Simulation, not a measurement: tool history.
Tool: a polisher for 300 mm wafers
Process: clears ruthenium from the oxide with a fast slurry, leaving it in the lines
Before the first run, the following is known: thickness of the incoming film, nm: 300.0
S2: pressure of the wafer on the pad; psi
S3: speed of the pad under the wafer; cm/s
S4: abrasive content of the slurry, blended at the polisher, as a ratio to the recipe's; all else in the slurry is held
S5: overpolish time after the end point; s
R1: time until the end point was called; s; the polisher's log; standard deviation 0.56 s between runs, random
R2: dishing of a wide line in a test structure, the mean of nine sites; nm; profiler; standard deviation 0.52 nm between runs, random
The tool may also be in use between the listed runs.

Run 1, hour 0: flow of slurry (ml/min) 235, S2 3.1 psi, S3 120 cm/s, S4 1, S5 27 s. Result: R1 51.957 s, R2 112.83 nm.
Run 2, hour 4.7: flow of slurry (ml/min) 235, S2 3.1 psi, S3 106 cm/s, S4 1, S5 27 s. Result: R1 59.067 s, R2 98.015 nm.
Run 3, hour 9.6: flow of slurry (ml/min) 245, S2 3.1 psi, S3 100 cm/s, S4 1.05, S5 25 s. Result: R1 59.068 s, R2 93.405 nm.
Run 4, hour 17.2: flow of slurry (ml/min) 245, S2 3.1 psi, S3 100 cm/s, S4 0.85, S5 25 s. Result: R1 67.964 s, R2 84.413 nm.
Run 5, hour 23.4: flow of slurry (ml/min) 245, S2 3.1 psi, S3 100 cm/s, S4 0.7, S5 25 s. Result: R1 75.701 s, R2 78.167 nm.
Run 6, hour 25.8: flow of slurry (ml/min) 245, S2 3.8 psi, S3 100 cm/s, S4 0.7, S5 25 s. Result: R1 62.127 s, R2 91.676 nm.
Run 7, hour 34.7: flow of slurry (ml/min) 245, S2 3.6 psi, S3 98 cm/s, S4 0.8, S5 23 s. Result: R1 62.581 s, R2 87.276 nm.
Run 8, hour 38.5: flow of slurry (ml/min) 250, S2 3.3 psi, S3 98 cm/s, S4 0.9, S5 21 s. Result: R1 62.554 s, R2 76.418 nm.
Run 9, hour 44.6: flow of slurry (ml/min) 265, S2 3.1 psi, S3 98 cm/s, S4 1, S5 19 s. Result: R1 61.842 s, R2 72.478 nm.
Run 10, hour 51: flow of slurry (ml/min) 280, S2 2.9 psi, S3 96 cm/s, S4 1.05, S5 18 s. Result: R1 65.064 s, R2 66.436 nm.

Run 11 comes next. What will it give?
Run 11, hour 58.7: flow of slurry (ml/min) 290, S2 2.8 psi, S3 94 cm/s, S4 1.1, S5 17 s. Result: R1 ?, R2 ?.

Run 11 came out at R1 67.3 s, R2 61.317 nm.
